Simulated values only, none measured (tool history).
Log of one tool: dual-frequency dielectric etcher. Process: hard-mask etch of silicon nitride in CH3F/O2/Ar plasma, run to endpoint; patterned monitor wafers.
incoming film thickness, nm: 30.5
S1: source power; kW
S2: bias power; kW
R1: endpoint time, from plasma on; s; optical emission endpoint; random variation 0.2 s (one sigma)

| run | hour | S1 | S2 | R1 |
|---|---|---|---|---|
| 1 | 0.0 | 0.360 | 0.075 | 48.244 |
| 2 | 1.9 | 0.360 | 0.087 | 45.500 |
| 3 | 11.0 | 0.410 | 0.087 | 42.749 |
| 4 | 13.9 | 0.390 | 0.086 | 44.177 |
| 5 | 15.0 | 0.390 | 0.078 | 45.788 |
| 6 | 24.0 | 0.370 | 0.078 | 46.844 |
| 7 | 29.1 | 0.350 | 0.077 | 48.552 |
| 8 | 31.6 | 0.340 | 0.077 | 49.356 |
| 9 | 36.2 | 0.330 | 0.077 | 49.963 |
| 10 | 43.8 | 0.320 | 0.077 | 50.669 |
| 11 | 45.3 | 0.310 | 0.077 | 51.291 |
| 12 | 53.4 | 0.300 | 0.077 | 52.225 |
| 13 | 60.7 | 0.290 | 0.077 | 53.227 |

The next listed run, before its measurement:
| 14 | 61.8 | 0.270 | 0.077 | ? |

Run 14 gave R1 54.939 s.
